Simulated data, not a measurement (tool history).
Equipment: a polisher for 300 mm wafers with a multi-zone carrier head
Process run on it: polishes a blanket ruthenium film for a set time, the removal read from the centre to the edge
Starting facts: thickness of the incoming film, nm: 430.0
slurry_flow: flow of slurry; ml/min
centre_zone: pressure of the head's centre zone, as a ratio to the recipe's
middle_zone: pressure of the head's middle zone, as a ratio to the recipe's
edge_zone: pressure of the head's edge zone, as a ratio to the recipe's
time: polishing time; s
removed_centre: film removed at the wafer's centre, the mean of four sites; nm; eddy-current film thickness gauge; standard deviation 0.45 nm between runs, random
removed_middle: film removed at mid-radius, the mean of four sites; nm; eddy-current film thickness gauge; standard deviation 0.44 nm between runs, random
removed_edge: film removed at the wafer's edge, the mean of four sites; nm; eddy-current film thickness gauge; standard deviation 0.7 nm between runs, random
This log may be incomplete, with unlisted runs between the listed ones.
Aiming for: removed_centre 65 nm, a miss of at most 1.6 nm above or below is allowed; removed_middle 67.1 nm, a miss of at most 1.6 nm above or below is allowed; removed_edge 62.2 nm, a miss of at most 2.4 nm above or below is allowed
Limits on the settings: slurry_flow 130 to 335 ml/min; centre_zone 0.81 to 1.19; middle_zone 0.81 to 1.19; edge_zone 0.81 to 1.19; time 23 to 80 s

| run | hour | slurry_flow | centre_zone | middle_zone | edge_zone | time | removed_centre | removed_middle | removed_edge |
|---|---|---|---|---|---|---|---|---|---|
| 1 | 0 | 215 | 1 | 1 | 1 | 51 | 45.855 | 42.895 | 43.239 |
| 2 | 7.3 | 215 | 1 | 1 | 1.07 | 51 | 45.85 | 43.327 | 44.76 |
| 3 | 13.9 | 230 | 1.01 | 1.04 | 1.1 | 54 | 49.403 | 48.156 | 49.066 |
| 4 | 18.5 | 230 | 1.01 | 0.98 | 1.1 | 54 | 49.34 | 45.598 | 48.452 |
|  | 23.2 | centre zone pressure recalibrated |
| 5 | 23.2 | 230 | 0.93 | 0.98 | 1.1 | 54 | 43.296 | 45.286 | 49.255 |
| 6 | 26 | 245 | 0.96 | 1.03 | 1.12 | 56 | 45.962 | 49.429 | 50.887 |
| 7 | 30.1 | 250 | 0.99 | 1.06 | 1.13 | 58 | 49.477 | 53.336 | 51.27 |
| 8 | 34.8 | 240 | 1.01 | 1.07 | 1.14 | 61 | 52.634 | 55.275 | 55.116 |

Below are 4 possible settings for the next run. Only one of them brings all results inside the allowed miss of their targets. Which is it?
| A | 39.5 | 220 | 1.01 | 1.02 | 1.19 | 72 | ? | ? | ? |
| B | 39.5 | 270 | 1.12 | 1.01 | 1.04 | 71 | ? | ? | ? |
| C | 39.5 | 255 | 1.13 | 1.17 | 1.16 | 68 | ? | ? | ? |
| D | 39.5 | 245 | 1.14 | 1.15 | 0.99 | 70 | ? | ? | ? |

| move | removed_centre | removed_middle | removed_edge |
|---|---|---|---|
| A | 61.636 | 63.011 | 67.524 |
| B | 68.227 | 62.802 | 63.089 |
| C | 65.576 | 67.771 | 63.47 |
| D | 67.765 | 68.501 | 60.211 |
A: closes in on the targets versus the last run, not all within tolerance yet
B: takes the biggest miss from the last run beyond its target
C: hits every target within its allowed miss
D: takes the biggest miss from the last run beyond its target
C is the move that brings every result within its allowed miss.
